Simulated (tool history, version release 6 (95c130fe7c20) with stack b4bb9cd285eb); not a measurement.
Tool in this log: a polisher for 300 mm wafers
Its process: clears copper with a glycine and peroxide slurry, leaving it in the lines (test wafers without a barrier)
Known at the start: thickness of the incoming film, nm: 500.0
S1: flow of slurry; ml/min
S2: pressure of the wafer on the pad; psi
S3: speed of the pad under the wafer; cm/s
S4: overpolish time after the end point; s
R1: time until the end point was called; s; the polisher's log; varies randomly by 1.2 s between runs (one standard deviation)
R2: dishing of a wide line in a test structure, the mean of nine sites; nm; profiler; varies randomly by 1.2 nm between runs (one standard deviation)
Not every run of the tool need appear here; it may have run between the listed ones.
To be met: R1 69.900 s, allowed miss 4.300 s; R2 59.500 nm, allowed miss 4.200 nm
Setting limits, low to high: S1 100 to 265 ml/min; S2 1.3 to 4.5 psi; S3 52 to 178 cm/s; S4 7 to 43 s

| run | hour | S1 | S2 | S3 | S4 | R1 | R2 |
|---|---|---|---|---|---|---|---|
| 1 | 0.0 | 170 | 2.9 | 114 | 22 | 81.779 | 84.889 |
| 2 | 1.2 | 170 | 2.6 | 114 | 22 | 89.785 | 78.456 |
| 3 | 3.5 | 170 | 3.0 | 114 | 22 | 79.749 | 87.884 |
| 4 | 8.0 | 170 | 3.3 | 114 | 22 | 72.462 | 91.872 |
| 5 | 10.7 | 170 | 3.3 | 114 | 30 | 74.029 | 120.940 |
| 6 | 16.9 | 145 | 3.3 | 114 | 30 | 74.987 | 111.740 |
| 7 | 19.5 | 140 | 3.3 | 114 | 25 | 76.214 | 98.184 |
| 8 | 22.2 | 140 | 3.3 | 116 | 20 | 73.678 | 84.741 |
| 9 | 28.1 | 140 | 3.3 | 116 | 17 | 74.446 | 76.777 |
| 10 | 29.6 | 140 | 3.3 | 116 | 14 | 76.411 | 65.118 |
| 11 | 38.2 | 145 | 3.6 | 120 | 9 | 66.098 | 48.112 |
| 12 | 47.0 | 140 | 3.5 | 120 | 10 | 72.655 | 51.605 |
| 13 | 53.3 | 135 | 3.6 | 124 | 13 | 66.618 | 66.291 |
| 14 | 55.0 | 135 | 3.6 | 122 | 13 | 67.792 | 64.365 |

Pick the move, out of 4, that brings all results within their allowed miss; only one does.
| A | 56.7 | 170 | 4.2 | 108 | 10 | ? | ? |
| B | 56.7 | 125 | 3.4 | 128 | 12 | ? | ? |
| C | 56.7 | 125 | 3.7 | 112 | 10 | ? | ? |
| D | 56.7 | 135 | 4.0 | 124 | 10 | ? | ? |

| move | R1 | R2 |
|---|---|---|
| A | 60.699 | 59.558 |
| B | 69.483 | 61.335 |
| C | 69.308 | 52.791 |
| D | 60.618 | 59.439 |
A: the worst result of the last run now meets its target, but another is out of spec
B: every result lands within tolerance
C: takes the biggest miss from the last run beyond its target
D: the worst result of the last run now meets its target, but another is out of spec
The right move is B.

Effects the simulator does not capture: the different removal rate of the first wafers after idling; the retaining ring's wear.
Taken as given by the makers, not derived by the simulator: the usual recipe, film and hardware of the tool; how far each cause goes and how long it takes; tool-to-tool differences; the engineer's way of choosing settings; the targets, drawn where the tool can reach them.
